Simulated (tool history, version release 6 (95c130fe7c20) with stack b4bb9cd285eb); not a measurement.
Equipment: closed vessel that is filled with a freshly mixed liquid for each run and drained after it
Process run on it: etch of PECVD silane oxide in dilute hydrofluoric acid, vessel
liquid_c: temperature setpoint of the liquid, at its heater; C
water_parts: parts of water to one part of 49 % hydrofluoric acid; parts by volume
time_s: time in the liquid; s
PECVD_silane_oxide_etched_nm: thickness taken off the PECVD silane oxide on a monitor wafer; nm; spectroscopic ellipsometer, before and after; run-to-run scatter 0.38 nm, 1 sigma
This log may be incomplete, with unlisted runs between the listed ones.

run  hour  liquid_c  water_parts  time_s  PECVD_silane_oxide_etched_nm
  1     0        22           80     280                        56.797
  2   1.6        21           80     280                        54.474
  3   2.6      24.5           80     280                        62.518
  4   8.2      24.5           80     300                        66.421
  5    15        23           80     300                        63.613
  6  23.7      26.5           80     300                        73.094
  7  27.7      24.5           80     300                        67.375
  8  33.2        23           80     300                        63.321
  9  37.2      21.5           80     300                        58.981

Run 10 is up next; what results do you expect?
 10  42.8      20.5           80     300                             ?

PECVD_silane_oxide_etched_nm: 56.779 nm
